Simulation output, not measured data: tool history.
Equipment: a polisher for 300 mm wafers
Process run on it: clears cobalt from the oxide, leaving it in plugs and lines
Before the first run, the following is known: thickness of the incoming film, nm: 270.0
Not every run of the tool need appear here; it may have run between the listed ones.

run    day  flow of slurry (ml/min)  pressure of the wafer on the pad (psi)  speed of the pad under the wafer (m/s)  overpolish time after the end point (s)  time until the end point was called (s)  dishing of a wide line in a test structure (angstrom)
  1      0                      300                                     1.7                                     0.8                                       17                                   96.167                                                 338.78
  2  0.338                      300                                     1.7                                     0.8                                       24                                    93.79                                                 411.04
  3  0.579                      300                                     1.5                                     0.8                                       22                                   108.01                                                 369.47
  4    0.7                      300                                     1.3                                     0.8                                       22                                   122.92                                                 343.95
  5  1.033                      300                                     1.3                                     0.8                                       27                                    120.6                                                 394.01
  6  1.312                      300                                     1.3                                     0.8                                       22                                   119.28                                                  354.4
  7  1.646                      300                                     1.2                                    0.78                                       19                                   134.12                                                 289.03
  8  1.867                      300                                     1.2                                    0.78                                       19                                   132.79                                                 293.79
  9  2.238                      300                                     1.1                                    0.78                                       18                                   144.43                                                 260.15

What will run 10 give?
 10  2.538                      300                                     0.8                                    0.78                                       14                                        ?                                                      ?

{"run 10": {"time until the end point was called (s)": 190.89, "dishing of a wide line in a test structure (angstrom)": 176.28}}
